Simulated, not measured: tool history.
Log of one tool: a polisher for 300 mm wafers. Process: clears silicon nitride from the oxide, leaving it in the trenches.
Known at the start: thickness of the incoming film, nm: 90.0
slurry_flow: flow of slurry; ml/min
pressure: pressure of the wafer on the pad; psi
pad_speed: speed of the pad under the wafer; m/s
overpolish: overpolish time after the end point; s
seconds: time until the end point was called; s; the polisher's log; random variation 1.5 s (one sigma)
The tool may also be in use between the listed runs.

run	hour	slurry_flow	pressure	pad_speed	overpolish	seconds
1	0.0	130	3.0	1.14	42	73.163
2	2.9	125	2.8	1.10	42	83.193
3	10.0	125	2.8	1.26	42	71.486
4	18.3	145	2.8	1.26	42	71.086
5	19.2	145	3.2	1.26	42	62.620
6	25.1	135	3.2	1.26	42	63.568
7	27.0	135	3.0	1.20	42	69.336
8	29.8	135	2.8	1.14	42	79.598
9	34.2	135	2.6	1.10	42	87.209
10	37.2	135	2.4	1.06	42	100.420
11	46.0	135	2.4	1.06	42	99.610
12	47.3	135	2.3	1.04	42	105.980
13	48.4	135	2.2	1.02	42	111.730
14	53.1	135	2.1	1.02	42	116.940
# hour 59.5: worn pad replaced by a new one
15	59.5	135	2.0	1.02	42	110.480

The next listed run, before its measurement:
16	60.6	135	1.9	1.00	42	?

Run 16 gave seconds 119.430 s.
